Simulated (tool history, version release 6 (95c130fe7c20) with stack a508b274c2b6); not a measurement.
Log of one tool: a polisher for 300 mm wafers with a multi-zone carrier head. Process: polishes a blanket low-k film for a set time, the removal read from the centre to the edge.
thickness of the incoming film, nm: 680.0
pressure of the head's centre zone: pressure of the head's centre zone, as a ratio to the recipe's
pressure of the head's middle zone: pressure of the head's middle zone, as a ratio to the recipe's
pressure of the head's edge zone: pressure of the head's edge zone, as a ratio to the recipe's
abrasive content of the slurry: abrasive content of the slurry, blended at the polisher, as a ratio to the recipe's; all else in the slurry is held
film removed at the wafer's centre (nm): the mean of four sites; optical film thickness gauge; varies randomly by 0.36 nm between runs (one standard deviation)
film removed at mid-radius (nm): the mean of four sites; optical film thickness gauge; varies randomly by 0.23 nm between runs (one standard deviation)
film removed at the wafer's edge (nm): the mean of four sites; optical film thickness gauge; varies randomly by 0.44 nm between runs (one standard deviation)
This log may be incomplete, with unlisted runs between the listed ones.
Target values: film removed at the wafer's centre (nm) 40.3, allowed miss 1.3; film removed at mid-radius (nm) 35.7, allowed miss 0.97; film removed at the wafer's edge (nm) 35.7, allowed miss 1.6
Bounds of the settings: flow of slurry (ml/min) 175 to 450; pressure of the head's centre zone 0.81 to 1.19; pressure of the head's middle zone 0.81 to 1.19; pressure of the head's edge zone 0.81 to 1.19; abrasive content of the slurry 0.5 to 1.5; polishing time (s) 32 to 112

run    day  flow of slurry (ml/min)  pressure of the head's centre zone  pressure of the head's middle zone  pressure of the head's edge zone  abrasive content of the slurry  polishing time (s)  film removed at the wafer's centre (nm)  film removed at mid-radius (nm)  film removed at the wafer's edge (nm)
  1      0                      290                                   1                                   1                                 1                               1                  72                                   30.587                           30.092                                 29.382
  2  0.267                      290                                   1                                   1                              1.07                               1                  72                                   29.886                            29.89                                 30.718
  3  0.617                      290                                0.94                                   1                              1.07                               1                  72                                   28.317                           30.212                                 30.385
  4  0.912                      290                                0.94                                1.04                              1.07                               1                  72                                   28.742                           31.009                                 30.859
  5  1.054                      305                                1.03                                1.07                              1.08                            1.05                  72                                    32.08                           32.428                                 31.701
  6  1.283                      305                                1.03                                1.07                              1.08                            1.05                  56                                   24.782                           25.449                                 24.262
  7  1.458                      330                                1.13                                1.08                              1.18                             1.3                  65                                   34.801                           33.262                                 32.913
  8  1.829                      340                                1.15                                1.07                              1.18                            1.35                  65                                    36.96                           33.783                                 33.701
  9  2.192                      365                                1.17                                1.07                              1.19                            1.45                  65                                   38.008                           34.756                                 34.453

Pick the move, out of 5, that brings all results within their allowed miss; only one does.
  A  2.554                      445                                1.19                                1.19                              1.02                            1.45                  60                                        ?                                ?                                      ?
  B  2.554                      340                                0.99                                1.09                              1.17                             1.2                  74                                        ?                                ?                                      ?
  C  2.554                      330                                1.03                                1.04                              1.19                             1.5                  67                                        ?                                ?                                      ?
  D  2.554                      305                                1.17                                1.03                              1.11                            1.35                  72                                        ?                                ?                                      ?
  E  2.554                      305                                1.08                                1.11                              1.19                             1.5                  65                                        ?                                ?                                      ?

move  film removed at the wafer's centre (nm)  film removed at mid-radius (nm)  film removed at the wafer's edge (nm)
   A                                   36.741                           35.424                                  29.97
   B                                   34.598                           36.615                                 35.539
   C                                   35.656                           35.009                                  35.68
   D                                   40.867                           35.492                                 35.475
   E                                   35.864                           35.676                                 34.419
A: moves away from the targets compared with the last run
B: moves away from the targets compared with the last run
C: moves away from the targets compared with the last run
D: hits every target within its allowed miss
E: moves away from the targets compared with the last run
Correct choice: D, which meets every target
